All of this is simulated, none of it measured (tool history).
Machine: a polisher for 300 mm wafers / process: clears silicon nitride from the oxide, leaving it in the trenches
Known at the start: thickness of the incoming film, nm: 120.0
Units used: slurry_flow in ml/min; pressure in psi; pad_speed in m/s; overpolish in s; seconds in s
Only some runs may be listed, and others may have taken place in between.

| run | hour | slurry_flow | pressure | pad_speed | overpolish | seconds |
|---|---|---|---|---|---|---|
| 1 | 0.0 | 215 | 3.2 | 0.86 | 6 | 167.42 |
| 2 | 8.9 | 215 | 3.2 | 0.98 | 6 | 147.26 |
| 3 | 12.8 | 165 | 3.2 | 0.98 | 6 | 156.39 |
| 4 | 13.9 | 130 | 3.2 | 0.98 | 6 | 158.04 |
| 5 | 20.2 | 130 | 2.9 | 0.98 | 6 | 174.30 |
| 6 | 25.1 | 150 | 2.9 | 0.98 | 6 | 171.31 |
| 7 | 30.7 | 145 | 2.5 | 0.90 | 6 | 215.51 |

For run 8, what comes out?
| 8 | 32.9 | 145 | 2.2 | 0.84 | 6 | ? |

Run 8 came out at seconds 258.05 s.
